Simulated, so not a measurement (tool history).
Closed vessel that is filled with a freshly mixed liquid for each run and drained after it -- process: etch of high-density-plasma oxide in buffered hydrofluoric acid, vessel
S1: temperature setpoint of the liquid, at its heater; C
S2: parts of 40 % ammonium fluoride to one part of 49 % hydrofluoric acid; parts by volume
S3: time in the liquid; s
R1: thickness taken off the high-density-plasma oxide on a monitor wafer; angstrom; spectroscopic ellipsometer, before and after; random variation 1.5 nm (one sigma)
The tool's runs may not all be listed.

run  hour    S1    S2   S3      R1
  1     0    25  16.5   90  1371.9
  2   4.9  26.5    16   90  1542.9
  3  10.7  26.5    16  100    1695
  4  14.3  27.5  15.5  100  1828.6
  5  18.1  28.5    15  100  2015.9
  6  20.1  28.5    15   90  1816.5
  7  28.1  29.5    15   90  1909.6

What will run 8 give?
  8  35.2  30  14.5  90   ?

Run 8 gave R1 2012.9 angstrom.

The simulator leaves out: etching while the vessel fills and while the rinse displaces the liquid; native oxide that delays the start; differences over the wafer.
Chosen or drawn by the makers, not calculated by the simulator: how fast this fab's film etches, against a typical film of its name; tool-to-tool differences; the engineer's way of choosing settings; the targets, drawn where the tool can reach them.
